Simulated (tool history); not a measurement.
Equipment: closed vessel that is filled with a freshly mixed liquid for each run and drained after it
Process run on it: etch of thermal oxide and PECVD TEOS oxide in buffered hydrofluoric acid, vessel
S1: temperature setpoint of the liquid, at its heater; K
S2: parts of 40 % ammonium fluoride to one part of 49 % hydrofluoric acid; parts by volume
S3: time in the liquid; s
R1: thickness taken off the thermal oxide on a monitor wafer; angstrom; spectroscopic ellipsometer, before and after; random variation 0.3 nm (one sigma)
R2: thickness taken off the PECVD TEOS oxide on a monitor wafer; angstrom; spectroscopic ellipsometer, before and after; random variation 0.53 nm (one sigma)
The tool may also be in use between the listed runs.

run,day,S1,S2,S3,R1,R2
1,0,294.15,10,60,591.66,930.77
2,0.142,293.15,10,60,556.89,879.18
3,0.229,295.65,10,60,642,1004.7
4,0.35,294.65,10,60,611.32,941.55
# day 0.646: thermometer replaced
5,0.646,292.15,10,60,505.3,778.03
6,0.912,291.65,10,60,489.45,756.76

The next listed run, before its measurement:
7,1.196,291.15,10,60,?,?

R1: 466.34 angstrom
R2: 732.9 angstrom

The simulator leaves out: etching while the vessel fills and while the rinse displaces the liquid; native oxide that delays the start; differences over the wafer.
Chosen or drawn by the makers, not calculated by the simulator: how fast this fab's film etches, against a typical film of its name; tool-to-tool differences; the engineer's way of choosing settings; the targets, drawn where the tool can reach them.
